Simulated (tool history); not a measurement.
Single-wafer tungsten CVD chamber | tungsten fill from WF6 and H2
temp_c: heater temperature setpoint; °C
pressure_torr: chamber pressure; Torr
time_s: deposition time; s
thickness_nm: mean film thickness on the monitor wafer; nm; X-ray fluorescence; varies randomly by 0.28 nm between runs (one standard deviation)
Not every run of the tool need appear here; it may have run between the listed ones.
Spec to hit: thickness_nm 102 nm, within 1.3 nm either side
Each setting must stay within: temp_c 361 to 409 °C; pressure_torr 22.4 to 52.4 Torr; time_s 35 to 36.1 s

run  hour  temp_c  pressure_torr  time_s  thickness_nm
  1     0     385           37.4      35        79.481
  2     5     385           42.5      35        86.673
  3    12     386           42.5      35        87.665
  4  16.7     387           42.5      35        89.969
  5  19.3     387             39      35        84.952
  6  24.5     381             39      35        76.281
  7  33.4     393           39.3      35        94.376
  8  35.5     396           39.3      35        99.289

Which single option among these 4 for the next run brings every result within its allowed miss of target? Just one does.
  A  37.6     393           42.2    36.1             ?
  B  37.6     394             41      35             ?
  C  37.6     402           36.8      35             ?
  D  37.6     396             39      35             ?

move  thickness_nm
   A        101.67
   B         98.52
   C        105.32
   D        98.838
A: each result inside its tolerance
B: further off than the last run
C: takes the result that was furthest off past its target
D: further off than the last run
Correct choice: A, which meets every target

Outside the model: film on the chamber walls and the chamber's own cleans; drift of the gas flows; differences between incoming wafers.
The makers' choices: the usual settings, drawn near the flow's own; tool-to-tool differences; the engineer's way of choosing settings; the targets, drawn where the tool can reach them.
